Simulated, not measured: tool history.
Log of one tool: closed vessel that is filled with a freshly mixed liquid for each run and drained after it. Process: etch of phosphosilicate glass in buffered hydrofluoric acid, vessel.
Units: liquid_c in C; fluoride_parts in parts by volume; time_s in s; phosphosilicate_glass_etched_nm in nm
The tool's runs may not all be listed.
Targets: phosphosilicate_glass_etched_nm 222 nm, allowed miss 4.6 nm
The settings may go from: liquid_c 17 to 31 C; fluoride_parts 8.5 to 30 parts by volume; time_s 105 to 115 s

run	day	liquid_c	fluoride_parts	time_s	phosphosilicate_glass_etched_nm
1	0	23	23	105	339.71
2	0.192	26	23	105	396.41
3	0.329	25	23.5	105	372.89
4	0.354	24	24	105	346.85
5	0.567	23	24.5	105	325.04
6	0.812	22.5	25	105	312.16
7	1.175	22	25	105	302.64
# day 1.221: hydrofluoric acid flow meter replaced
8	1.221	21.5	25	105	273.48
9	1.404	18.5	25	105	230.55

Which of these 4 next moves meets every target?
A	1.588	17.5	24.5	105	?
B	1.588	18	24	110	?
C	1.588	19	24.5	105	?
D	1.588	19.5	28	110	?

move	phosphosilicate_glass_etched_nm
A	220.47
B	241.07
C	240.11
D	235.92
A: meets every target
B: further off than the last run
C: further off than the last run
D: further off than the last run
Answer: A
